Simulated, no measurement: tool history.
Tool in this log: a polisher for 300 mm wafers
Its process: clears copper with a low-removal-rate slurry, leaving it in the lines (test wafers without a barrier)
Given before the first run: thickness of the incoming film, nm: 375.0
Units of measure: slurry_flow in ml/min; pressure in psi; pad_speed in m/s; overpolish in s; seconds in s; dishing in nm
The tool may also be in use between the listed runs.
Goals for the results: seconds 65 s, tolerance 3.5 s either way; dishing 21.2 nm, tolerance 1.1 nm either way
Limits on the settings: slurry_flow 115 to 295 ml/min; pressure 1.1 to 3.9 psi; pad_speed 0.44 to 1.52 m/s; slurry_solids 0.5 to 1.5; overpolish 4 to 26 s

Run 1, day 0: slurry_flow 190 ml/min, pressure 2.5 psi, pad_speed 0.98 m/s, slurry_solids 1, overpolish 13 s. Result: seconds 109.68 s, dishing 19.162 nm.
Run 2, day 0.288: slurry_flow 190 ml/min, pressure 2.8 psi, pad_speed 1 m/s, slurry_solids 1, overpolish 12 s. Result: seconds 96.916 s, dishing 19.372 nm.
Run 3, day 0.496: slurry_flow 170 ml/min, pressure 2.8 psi, pad_speed 1 m/s, slurry_solids 1, overpolish 12 s. Result: seconds 100.37 s, dishing 19.615 nm.
Run 4, day 0.712: slurry_flow 185 ml/min, pressure 3 psi, pad_speed 1 m/s, slurry_solids 1, overpolish 11 s. Result: seconds 95.491 s, dishing 19.458 nm.
Run 5, day 0.746: slurry_flow 190 ml/min, pressure 3.2 psi, pad_speed 1.04 m/s, slurry_solids 1, overpolish 10 s. Result: seconds 87.484 s, dishing 18.928 nm.
Run 6, day 0.983: slurry_flow 190 ml/min, pressure 3.2 psi, pad_speed 1.14 m/s, slurry_solids 1, overpolish 10 s. Result: seconds 78.958 s, dishing 19.919 nm.
Run 7, day 1.162: slurry_flow 190 ml/min, pressure 3.4 psi, pad_speed 1.16 m/s, slurry_solids 1, overpolish 10 s. Result: seconds 74.232 s, dishing 20.762 nm.
Run 8, day 1.317: slurry_flow 190 ml/min, pressure 3.5 psi, pad_speed 1.16 m/s, slurry_solids 1, overpolish 10 s. Result: seconds 74.274 s, dishing 20.656 nm.

Pick the move, out of 4, that brings all results within their allowed miss; only one does.
Run A, day 1.471: slurry_flow 210 ml/min, pressure 3.9 psi, pad_speed 1.26 m/s, slurry_solids 0.75, overpolish 9 s. Result: seconds ?, dishing ?.
Run B, day 1.471: slurry_flow 175 ml/min, pressure 3.2 psi, pad_speed 1.04 m/s, slurry_solids 1.05, overpolish 11 s. Result: seconds ?, dishing ?.
Run C, day 1.471: slurry_flow 180 ml/min, pressure 3 psi, pad_speed 1.24 m/s, slurry_solids 1.15, overpolish 9 s. Result: seconds ?, dishing ?.
Run D, day 1.471: slurry_flow 210 ml/min, pressure 3 psi, pad_speed 1.12 m/s, slurry_solids 1.1, overpolish 12 s. Result: seconds ?, dishing ?.

move  seconds  dishing
   A    65.91   21.279
   B   87.556   20.214
   C   75.426   19.587
   D   82.518   21.861
A: all results in spec
B: the biggest miss grows against the last run
C: the biggest miss grows against the last run
D: the biggest miss grows against the last run
Answer: A

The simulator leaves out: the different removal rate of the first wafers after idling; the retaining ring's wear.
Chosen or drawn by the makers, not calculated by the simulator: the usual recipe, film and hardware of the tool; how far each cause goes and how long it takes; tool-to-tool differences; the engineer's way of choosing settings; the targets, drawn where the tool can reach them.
